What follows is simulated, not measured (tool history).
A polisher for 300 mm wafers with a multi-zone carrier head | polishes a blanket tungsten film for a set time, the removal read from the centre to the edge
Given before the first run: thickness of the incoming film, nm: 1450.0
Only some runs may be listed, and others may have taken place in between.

run	hour	flow of slurry (ml/min)	pressure of the head's centre zone	pressure of the head's middle zone	pressure of the head's edge zone	abrasive content of the slurry	polishing time (s)	film removed at the wafer's centre (Å)	film removed at mid-radius (Å)	film removed at the wafer's edge (Å)
1	0.0	305	1.00	1.00	1.00	1.00	69	4549.8	4572.3	4380.4
2	4.6	300	1.00	0.97	0.97	0.95	69	4464.4	4427.3	4326.8
3	7.7	300	1.00	0.97	0.97	0.95	57	3659.4	3691.7	3590.3
4	8.8	300	1.00	0.97	0.97	1.05	57	3742.6	3725.3	3649.8
5	9.5	300	1.00	0.93	0.97	1.05	57	3822.9	3614.6	3674.3
6	16.1	300	1.00	0.93	0.97	1.15	57	3817.3	3732.5	3656.8
7	24.6	310	1.01	0.93	1.00	1.15	57	3918.9	3708.0	3780.1

Run 8 is up next; what results do you expect?
8	33.4	320	1.02	0.93	1.01	1.15	57	?	?	?

film removed at the wafer's centre (Å): 3957.4
film removed at mid-radius (Å): 3709.9
film removed at the wafer's edge (Å): 3857.4
